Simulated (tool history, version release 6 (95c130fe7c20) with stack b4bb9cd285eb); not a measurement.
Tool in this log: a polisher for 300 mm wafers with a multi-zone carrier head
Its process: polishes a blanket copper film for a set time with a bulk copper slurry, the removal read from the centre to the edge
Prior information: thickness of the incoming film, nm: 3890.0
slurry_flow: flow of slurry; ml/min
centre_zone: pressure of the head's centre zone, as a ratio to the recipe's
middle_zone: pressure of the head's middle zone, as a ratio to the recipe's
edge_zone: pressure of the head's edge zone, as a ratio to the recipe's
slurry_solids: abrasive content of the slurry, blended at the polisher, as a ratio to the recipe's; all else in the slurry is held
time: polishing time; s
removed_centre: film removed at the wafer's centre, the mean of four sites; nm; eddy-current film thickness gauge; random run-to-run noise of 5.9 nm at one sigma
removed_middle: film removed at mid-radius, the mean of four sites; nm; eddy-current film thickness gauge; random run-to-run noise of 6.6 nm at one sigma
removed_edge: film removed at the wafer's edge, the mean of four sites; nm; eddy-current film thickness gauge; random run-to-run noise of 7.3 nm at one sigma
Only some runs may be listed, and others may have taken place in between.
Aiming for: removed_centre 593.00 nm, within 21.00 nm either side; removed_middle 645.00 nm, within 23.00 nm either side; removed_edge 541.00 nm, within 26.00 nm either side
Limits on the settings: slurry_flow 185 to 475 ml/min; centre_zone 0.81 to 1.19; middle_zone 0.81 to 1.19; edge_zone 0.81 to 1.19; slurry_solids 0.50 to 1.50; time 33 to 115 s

run  hour  slurry_flow  centre_zone  middle_zone  edge_zone  slurry_solids  time  removed_centre  removed_middle  removed_edge
  1   0.0          305         1.00         1.00       1.00           1.00    73          590.60          602.81        588.92
  2   7.9          310         1.01         1.02       0.97           1.00    73          596.76          610.05        605.37
  3  13.8          310         1.01         1.02       0.97           0.80    73          571.09          595.06        566.35
  4  22.8          335         1.01         1.02       0.97           0.80    73          576.99          596.89        566.43
  5  26.5          335         0.94         1.02       0.97           0.80    73          537.13          595.33        578.12
  6  31.8          340         0.97         1.05       0.96           0.75    73          541.38          609.63        565.84
  7  36.1          345         1.00         1.07       0.95           0.75    73          562.70          614.20        551.12
  8  36.8          350         1.01         1.08       0.95           0.75    73          581.01          613.27        584.53
     45.8  -- worn pad replaced by a new one
  9  45.8          320         1.02         1.09       0.92           0.75    74          624.69          669.30        599.29
 10  49.3          320         1.02         1.09       0.92           0.75    74          624.91          677.38        615.58
 11  53.4          330         1.03         1.11       0.93           0.70    73          606.28          651.48        591.28
 12  54.6          335         1.03         1.11       0.91           0.65    72          596.16          638.94        584.73

5 candidate next runs follow, results not yet known. Just one meets every target within its allowed miss. Identify it.
  A  55.8          295         1.02         1.02       1.00           0.90    70               ?               ?             ?
  B  55.8          315         0.97         1.19       0.92           0.65    69               ?               ?             ?
  C  55.8          335         1.14         1.03       0.82           0.50    73               ?               ?             ?
  D  55.8          285         1.05         1.16       0.86           0.75    70               ?               ?             ?
  E  55.8          330         1.09         1.10       0.81           1.05    66               ?               ?             ?

move  removed_centre  removed_middle  removed_edge
   A          607.11          618.71        624.66
   B          541.90          643.80        561.04
   C          650.34          595.30        543.58
   D          603.05          650.56        561.23
   E          637.92          638.33        554.50
A: moves away from the targets compared with the last run
B: the worst result of the last run now meets its target, but another is out of spec
C: the worst result of the last run now meets its target, but another is out of spec
D: each result inside its tolerance
E: the worst result of the last run now meets its target, but another is out of spec
D meets every target.
